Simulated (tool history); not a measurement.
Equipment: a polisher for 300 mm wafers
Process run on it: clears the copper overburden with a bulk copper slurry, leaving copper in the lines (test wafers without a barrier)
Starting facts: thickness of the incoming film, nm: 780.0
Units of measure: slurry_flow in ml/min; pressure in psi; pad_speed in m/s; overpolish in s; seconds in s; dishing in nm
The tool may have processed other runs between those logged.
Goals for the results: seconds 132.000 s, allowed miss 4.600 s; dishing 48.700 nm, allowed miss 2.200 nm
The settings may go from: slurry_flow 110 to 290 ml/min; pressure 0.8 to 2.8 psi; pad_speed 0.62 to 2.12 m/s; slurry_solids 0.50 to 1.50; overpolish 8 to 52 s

{"run": 1, "hour": 0.0, "slurry_flow": 185, "pressure": 1.8, "pad_speed": 1.36, "slurry_solids": 1.0, "overpolish": 26, "seconds": 94.65, "dishing": 54.162}
{"run": 2, "hour": 6.1, "slurry_flow": 180, "pressure": 1.6, "pad_speed": 1.36, "slurry_solids": 1.0, "overpolish": 26, "seconds": 102.4, "dishing": 54.48}
{"run": 3, "hour": 7.5, "slurry_flow": 180, "pressure": 1.8, "pad_speed": 1.36, "slurry_solids": 1.0, "overpolish": 26, "seconds": 95.383, "dishing": 53.84}
{"run": 4, "hour": 11.0, "slurry_flow": 175, "pressure": 1.6, "pad_speed": 1.34, "slurry_solids": 1.0, "overpolish": 22, "seconds": 104.19, "dishing": 51.904}
{"run": 5, "hour": 14.2, "slurry_flow": 175, "pressure": 1.5, "pad_speed": 1.34, "slurry_solids": 1.0, "overpolish": 21, "seconds": 109.59, "dishing": 50.145}
{"hour": 16.7, "done": "worn pad replaced by a new one"}
{"run": 6, "hour": 16.7, "slurry_flow": 175, "pressure": 1.4, "pad_speed": 1.34, "slurry_solids": 1.0, "overpolish": 22, "seconds": 104.22, "dishing": 50.423}
{"run": 7, "hour": 24.1, "slurry_flow": 170, "pressure": 1.3, "pad_speed": 1.28, "slurry_solids": 1.0, "overpolish": 24, "seconds": 113.17, "dishing": 50.826}
{"run": 8, "hour": 25.7, "slurry_flow": 170, "pressure": 1.2, "pad_speed": 1.24, "slurry_solids": 1.0, "overpolish": 24, "seconds": 121.69, "dishing": 49.746}
{"run": 9, "hour": 31.8, "slurry_flow": 170, "pressure": 1.1, "pad_speed": 1.24, "slurry_solids": 1.0, "overpolish": 24, "seconds": 128.28, "dishing": 47.942}
{"run": 10, "hour": 36.9, "slurry_flow": 170, "pressure": 1.1, "pad_speed": 1.24, "slurry_solids": 1.0, "overpolish": 25, "seconds": 128.74, "dishing": 49.02}

Consider the 5 candidate settings below. Which is the only one whose results all fall within their allowed miss of target?
{"run": "A", "hour": 42.0, "slurry_flow": 145, "pressure": 1.1, "pad_speed": 1.28, "slurry_solids": 1.05, "overpolish": 36, "seconds": "?", "dishing": "?"}
{"run": "B", "hour": 42.0, "slurry_flow": 175, "pressure": 1.0, "pad_speed": 1.32, "slurry_solids": 1.05, "overpolish": 28, "seconds": "?", "dishing": "?"}
{"run": "C", "hour": 42.0, "slurry_flow": 180, "pressure": 1.3, "pad_speed": 1.12, "slurry_solids": 1.2, "overpolish": 30, "seconds": "?", "dishing": "?"}
{"run": "D", "hour": 42.0, "slurry_flow": 140, "pressure": 1.9, "pad_speed": 1.0, "slurry_solids": 1.0, "overpolish": 26, "seconds": "?", "dishing": "?"}
{"run": "E", "hour": 42.0, "slurry_flow": 250, "pressure": 0.9, "pad_speed": 1.3, "slurry_solids": 0.85, "overpolish": 28, "seconds": "?", "dishing": "?"}

move=A seconds=124.040 dishing=52.426
move=B seconds=122.150 dishing=50.056
move=C seconds=121.000 dishing=52.373
move=D seconds=119.060 dishing=53.486
move=E seconds=131.700 dishing=48.755
A: misses by more than the last run did
B: misses by more than the last run did
C: misses by more than the last run did
D: misses by more than the last run did
E: all results land within tolerance of their targets
Go with E: it meets all targets.
